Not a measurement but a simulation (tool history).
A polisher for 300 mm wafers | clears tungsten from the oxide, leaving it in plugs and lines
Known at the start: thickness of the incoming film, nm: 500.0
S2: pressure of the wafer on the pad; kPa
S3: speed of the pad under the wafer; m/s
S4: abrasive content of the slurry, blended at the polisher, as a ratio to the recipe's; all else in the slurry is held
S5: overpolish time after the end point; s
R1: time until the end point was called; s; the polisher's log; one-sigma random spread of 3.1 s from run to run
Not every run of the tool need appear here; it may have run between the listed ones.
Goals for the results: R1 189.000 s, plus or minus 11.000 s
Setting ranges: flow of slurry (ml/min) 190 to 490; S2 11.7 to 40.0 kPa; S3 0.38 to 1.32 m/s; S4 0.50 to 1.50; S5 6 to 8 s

Run 1, hour 0.0: flow of slurry (ml/min) 315, S2 25.5 kPa, S3 0.84 m/s, S4 1.00, S5 8 s. Result: R1 131.910 s.
Run 2, hour 2.3: flow of slurry (ml/min) 315, S2 24.8 kPa, S3 0.84 m/s, S4 1.00, S5 8 s. Result: R1 139.630 s.
Run 3, hour 7.2: flow of slurry (ml/min) 315, S2 24.8 kPa, S3 0.84 m/s, S4 1.20, S5 8 s. Result: R1 131.860 s.
Run 4, hour 10.7: flow of slurry (ml/min) 315, S2 24.8 kPa, S3 0.84 m/s, S4 1.10, S5 8 s. Result: R1 137.140 s.
Run 5, hour 13.4: flow of slurry (ml/min) 265, S2 24.8 kPa, S3 0.84 m/s, S4 1.10, S5 8 s. Result: R1 140.170 s.
Run 6, hour 18.2: flow of slurry (ml/min) 265, S2 24.8 kPa, S3 1.04 m/s, S4 1.10, S5 8 s. Result: R1 109.950 s.
Run 7, hour 24.3: flow of slurry (ml/min) 265, S2 23.4 kPa, S3 1.04 m/s, S4 1.10, S5 8 s. Result: R1 113.020 s.
Run 8, hour 31.3: flow of slurry (ml/min) 265, S2 22.1 kPa, S3 1.02 m/s, S4 1.10, S5 8 s. Result: R1 127.550 s.

4 next moves are on the table. One of them brings every result within its allowed miss. Which?
Run A, hour 38.3: flow of slurry (ml/min) 405, S2 30.3 kPa, S3 1.32 m/s, S4 1.20, S5 6 s. Result: R1 ?.
Run B, hour 38.3: flow of slurry (ml/min) 260, S2 17.9 kPa, S3 0.98 m/s, S4 1.05, S5 7 s. Result: R1 ?.
Run C, hour 38.3: flow of slurry (ml/min) 280, S2 29.0 kPa, S3 1.18 m/s, S4 1.15, S5 8 s. Result: R1 ?.
Run D, hour 38.3: flow of slurry (ml/min) 310, S2 29.0 kPa, S3 0.54 m/s, S4 0.75, S5 8 s. Result: R1 ?.

move       R1
   A   69.446
   B  165.830
   C   84.582
   D  195.540
A: moves away from the targets compared with the last run
B: gains on the last run, yet a result remains outside its allowed miss
C: moves away from the targets compared with the last run
D: all results in spec
Move D is the one to make.

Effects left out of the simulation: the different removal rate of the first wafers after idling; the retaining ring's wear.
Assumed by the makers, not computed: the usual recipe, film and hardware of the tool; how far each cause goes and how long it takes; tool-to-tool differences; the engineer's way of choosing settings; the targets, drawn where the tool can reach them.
